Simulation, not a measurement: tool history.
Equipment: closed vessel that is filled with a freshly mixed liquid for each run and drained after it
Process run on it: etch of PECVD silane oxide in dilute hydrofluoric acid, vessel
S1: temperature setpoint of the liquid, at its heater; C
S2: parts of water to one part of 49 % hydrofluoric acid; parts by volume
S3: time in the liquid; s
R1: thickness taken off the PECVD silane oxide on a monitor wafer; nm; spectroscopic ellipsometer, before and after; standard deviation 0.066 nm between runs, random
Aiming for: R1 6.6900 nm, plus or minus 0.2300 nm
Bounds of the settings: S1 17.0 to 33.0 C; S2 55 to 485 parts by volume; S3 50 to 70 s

run  hour    S1   S2  S3       R1
  1   0.0  25.0  270  70   9.9804
  2   7.8  25.0  230  70  12.4450
  3  12.1  25.0  230  70  12.5620
  4  19.6  23.0  230  70  11.5570
  5  22.7  21.5  255  70   9.7204
  6  24.2  20.0  270  70   8.4658
  7  32.3  19.0  280  70   7.7487
  8  38.2  18.5  285  70   7.4861
  9  43.9  18.0  290  70   7.2612
 10  51.1  17.5  295  70   6.9629

Exercise: of the 4 proposed moves below, exactly one satisfies all targets within the stated allowed misses. Which move is it?
  A  58.3  17.0  210  50   ?
  B  58.3  20.0  310  70   ?
  C  58.3  17.5  285  65   ?
  D  58.3  17.0  280  70   ?

move      R1
   A  7.4489
   B  7.2396
   C  6.8106
   D  7.3559
A: the biggest miss grows against the last run
B: the biggest miss grows against the last run
C: hits every target within its allowed miss
D: the biggest miss grows against the last run
Answer: C
